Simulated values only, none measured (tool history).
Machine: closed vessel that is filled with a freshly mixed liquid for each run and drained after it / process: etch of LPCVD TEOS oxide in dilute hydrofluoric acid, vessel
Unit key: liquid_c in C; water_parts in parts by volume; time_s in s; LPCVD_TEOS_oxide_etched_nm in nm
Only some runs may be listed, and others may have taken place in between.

run    day  liquid_c  water_parts  time_s  LPCVD_TEOS_oxide_etched_nm
  1      0        21          285      30                      3.9198
  2  0.204      20.5          305      30                      3.5513
  3  0.338      20.5          360      30                       2.866
  4  0.633      20.5          290      30                      3.7773
  5  0.808      20.5          290      30                      3.7906
  6   1.15      20.5          245      30                      4.6686
  7  1.188        20          270      30                      4.0574
  8  1.375      19.5          290      30                       3.633
  9  1.612        19          310      30                      3.2919
 10  1.742        19          325      30                      3.0945
 11  1.925        19          340      30                      2.9248
 12   2.25        19          355      30                      2.7678
 13  2.504        19          365      30                      2.6626

What will run 14 give?
 14  2.546        17          460      30                           ?

For run 14 the tool returned LPCVD_TEOS_oxide_etched_nm 1.8277 nm.
